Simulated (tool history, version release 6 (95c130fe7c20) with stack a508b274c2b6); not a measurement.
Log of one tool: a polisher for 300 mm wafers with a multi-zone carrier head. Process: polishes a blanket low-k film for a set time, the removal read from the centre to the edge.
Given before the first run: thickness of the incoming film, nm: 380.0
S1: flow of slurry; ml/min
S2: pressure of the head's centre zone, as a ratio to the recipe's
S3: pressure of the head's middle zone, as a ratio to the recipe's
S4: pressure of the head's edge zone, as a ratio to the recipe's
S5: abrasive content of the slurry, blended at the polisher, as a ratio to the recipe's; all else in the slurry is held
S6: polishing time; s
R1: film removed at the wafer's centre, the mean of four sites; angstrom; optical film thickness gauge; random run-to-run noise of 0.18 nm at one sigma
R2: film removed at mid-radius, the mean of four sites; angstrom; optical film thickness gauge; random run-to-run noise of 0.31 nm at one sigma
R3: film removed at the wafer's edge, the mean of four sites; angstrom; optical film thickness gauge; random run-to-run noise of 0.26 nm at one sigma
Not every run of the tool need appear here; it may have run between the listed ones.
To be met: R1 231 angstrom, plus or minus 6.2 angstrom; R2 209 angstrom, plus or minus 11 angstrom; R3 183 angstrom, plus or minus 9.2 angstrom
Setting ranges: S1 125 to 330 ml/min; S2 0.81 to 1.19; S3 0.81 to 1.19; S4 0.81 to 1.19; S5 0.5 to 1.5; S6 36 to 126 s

{"run": 1, "hour": 0.0, "S1": 210, "S2": 1, "S3": 1, "S4": 1, "S5": 1, "S6": 81, "R1": 174.21, "R2": 175.08, "R3": 176.97}
{"run": 2, "hour": 0.9, "S1": 210, "S2": 1, "S3": 1, "S4": 1.04, "S5": 1, "S6": 81, "R1": 173.15, "R2": 170.76, "R3": 179.14}
{"run": 3, "hour": 2.7, "S1": 210, "S2": 1.07, "S3": 1, "S4": 1.04, "S5": 1, "S6": 81, "R1": 186.84, "R2": 176.91, "R3": 179.51}
{"run": 4, "hour": 8.2, "S1": 210, "S2": 1.07, "S3": 0.95, "S4": 1.04, "S5": 1, "S6": 81, "R1": 186.94, "R2": 170.98, "R3": 185.2}
{"run": 5, "hour": 14.0, "S1": 210, "S2": 1.01, "S3": 0.95, "S4": 1.04, "S5": 1, "S6": 81, "R1": 176.16, "R2": 172.6, "R3": 182.71}
{"run": 6, "hour": 17.5, "S1": 210, "S2": 1.01, "S3": 0.95, "S4": 1.04, "S5": 0.85, "S6": 81, "R1": 165.96, "R2": 160.62, "R3": 171.27}
{"run": 7, "hour": 21.5, "S1": 230, "S2": 1.06, "S3": 1, "S4": 1.01, "S5": 0.95, "S6": 81, "R1": 187.42, "R2": 176.2, "R3": 177.78}
{"run": 8, "hour": 27.1, "S1": 250, "S2": 1.09, "S3": 1.04, "S4": 0.99, "S5": 0.95, "S6": 81, "R1": 189.89, "R2": 183.86, "R3": 174.84}
{"hour": 31.5, "done": "edge zone pressure recalibrated"}
{"run": 9, "hour": 31.5, "S1": 260, "S2": 1.12, "S3": 1.04, "S4": 0.96, "S5": 1, "S6": 81, "R1": 202.64, "R2": 185.62, "R3": 169.92}
{"run": 10, "hour": 35.1, "S1": 270, "S2": 1.14, "S3": 1.06, "S4": 0.97, "S5": 1.05, "S6": 81, "R1": 208.44, "R2": 188.92, "R3": 180.5}
{"run": 11, "hour": 38.9, "S1": 270, "S2": 1.15, "S3": 1.08, "S4": 0.95, "S5": 1.1, "S6": 82, "R1": 216.47, "R2": 196.99, "R3": 179.11}
{"run": 12, "hour": 43.9, "S1": 270, "S2": 1.15, "S3": 1.08, "S4": 0.95, "S5": 1.1, "S6": 82, "R1": 218.09, "R2": 199.65, "R3": 178.49}

5 next moves are on the table. One of them brings every result within its allowed miss. Which?
{"run": "A", "hour": 48.9, "S1": 235, "S2": 1.19, "S3": 0.99, "S4": 1, "S5": 1.25, "S6": 81, "R1": "?", "R2": "?", "R3": "?"}
{"run": "B", "hour": 48.9, "S1": 245, "S2": 1.11, "S3": 1.11, "S4": 0.96, "S5": 1.1, "S6": 80, "R1": "?", "R2": "?", "R3": "?"}
{"run": "C", "hour": 48.9, "S1": 305, "S2": 1.19, "S3": 1.12, "S4": 0.96, "S5": 1.15, "S6": 82, "R1": "?", "R2": "?", "R3": "?"}
{"run": "D", "hour": 48.9, "S1": 215, "S2": 1.19, "S3": 1.19, "S4": 0.81, "S5": 1.35, "S6": 80, "R1": "?", "R2": "?", "R3": "?"}
{"run": "E", "hour": 48.9, "S1": 330, "S2": 1.18, "S3": 1.06, "S4": 0.83, "S5": 1.25, "S6": 84, "R1": "?", "R2": "?", "R3": "?"}

move=A R1=224.6 R2=190.2 R3=184.96
move=B R1=199.88 R2=195.88 R3=172.49
move=C R1=228.68 R2=209.59 R3=182.47
move=D R1=224.58 R2=215.57 R3=168.05
move=E R1=240.27 R2=213.9 R3=180.65
A: gains on the last run, yet a result remains outside its allowed miss
B: its largest miss is bigger than the last run's
C: all results in spec
D: gains on the last run, yet a result remains outside its allowed miss
E: moves the result that the last run missed by most past its target, out the other side
Correct choice: C, which meets every target
